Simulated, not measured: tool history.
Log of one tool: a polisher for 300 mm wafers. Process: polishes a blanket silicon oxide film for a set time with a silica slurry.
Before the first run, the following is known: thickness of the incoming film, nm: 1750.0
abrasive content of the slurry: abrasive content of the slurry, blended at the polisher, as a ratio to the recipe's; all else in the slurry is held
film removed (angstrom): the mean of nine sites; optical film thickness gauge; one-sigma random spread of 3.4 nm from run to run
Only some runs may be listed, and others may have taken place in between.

run	hour	flow of slurry (ml/min)	pressure of the wafer on the pad (kPa)	speed of the pad under the wafer (cm/s)	abrasive content of the slurry	polishing time (s)	film removed (angstrom)
1	0.0	260	24.8	154	1.00	93	3564.3
2	7.1	260	24.8	154	1.00	93	3540.6
3	15.3	260	24.8	154	1.15	93	3859.1
4	16.0	295	24.8	154	1.15	93	3876.8
5	19.2	295	26.2	154	1.15	93	4033.0
6	26.5	265	26.2	154	1.15	93	4053.5

Estimate the outcome of run 7 from the log above:
7	35.0	265	26.2	154	1.15	93	?

film removed (angstrom): 3981.4
